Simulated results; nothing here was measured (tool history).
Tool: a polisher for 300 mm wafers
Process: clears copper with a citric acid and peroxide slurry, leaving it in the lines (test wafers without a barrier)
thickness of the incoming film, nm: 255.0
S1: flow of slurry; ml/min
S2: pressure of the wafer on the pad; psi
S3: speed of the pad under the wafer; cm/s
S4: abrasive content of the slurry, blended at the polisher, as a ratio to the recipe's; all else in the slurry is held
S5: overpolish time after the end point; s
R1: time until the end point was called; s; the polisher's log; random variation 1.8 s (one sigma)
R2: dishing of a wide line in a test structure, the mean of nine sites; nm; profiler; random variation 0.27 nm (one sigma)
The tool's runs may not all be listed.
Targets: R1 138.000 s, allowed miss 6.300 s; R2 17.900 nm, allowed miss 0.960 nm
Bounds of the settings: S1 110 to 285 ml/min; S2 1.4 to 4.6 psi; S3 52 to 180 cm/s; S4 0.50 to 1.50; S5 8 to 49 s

| run | day | S1 | S2 | S3 | S4 | S5 | R1 | R2 |
|---|---|---|---|---|---|---|---|---|
| 1 | 0.000 | 180 | 3.0 | 116 | 1.00 | 25 | 100.210 | 38.807 |
| 2 | 0.279 | 180 | 3.0 | 140 | 1.00 | 25 | 82.626 | 43.865 |
| 3 | 0.446 | 180 | 2.6 | 136 | 1.00 | 21 | 94.846 | 33.509 |
| 4 | 0.562 | 180 | 2.6 | 136 | 1.00 | 11 | 94.381 | 19.399 |
| 5 | 0.617 | 180 | 2.6 | 136 | 1.00 | 15 | 91.680 | 25.019 |
| 6 | 0.796 | 180 | 2.6 | 136 | 0.90 | 15 | 97.589 | 25.086 |
| 7 | 0.942 | 180 | 2.3 | 136 | 0.90 | 15 | 106.080 | 22.764 |
| 8 | 1.054 | 180 | 2.1 | 136 | 0.90 | 15 | 112.960 | 21.436 |
| 9 | 1.429 | 180 | 1.9 | 136 | 0.90 | 15 | 122.430 | 19.677 |
| 10 | 1.750 | 175 | 1.8 | 136 | 0.90 | 15 | 129.810 | 19.451 |
| 11 | 1.979 | 170 | 1.8 | 136 | 0.90 | 15 | 126.940 | 19.111 |
| 12 | 2.129 | 170 | 1.5 | 136 | 0.90 | 15 | 145.280 | 17.358 |
| 13 | 2.367 | 175 | 1.5 | 136 | 0.90 | 15 | 143.210 | 16.800 |

5 next moves are on the table. One of them brings every result within its allowed miss. Which?
| A | 2.604 | 190 | 1.9 | 106 | 1.40 | 15 | ? | ? |
| B | 2.604 | 165 | 1.4 | 128 | 1.05 | 17 | ? | ? |
| C | 2.604 | 140 | 1.6 | 128 | 1.00 | 13 | ? | ? |
| D | 2.604 | 170 | 1.4 | 136 | 0.95 | 20 | ? | ? |
| E | 2.604 | 175 | 1.8 | 136 | 1.15 | 15 | ? | ? |

| move | R1 | R2 |
|---|---|---|
| A | 135.150 | 18.248 |
| B | 152.030 | 18.175 |
| C | 144.540 | 15.005 |
| D | 146.470 | 21.640 |
| E | 117.340 | 20.637 |
A: meets every target
B: brings the result that was furthest off to its target, and leaves another outside
C: further off than the last run
D: takes the result that was furthest off past its target
E: takes the result that was furthest off past its target
Move A is the one to make.
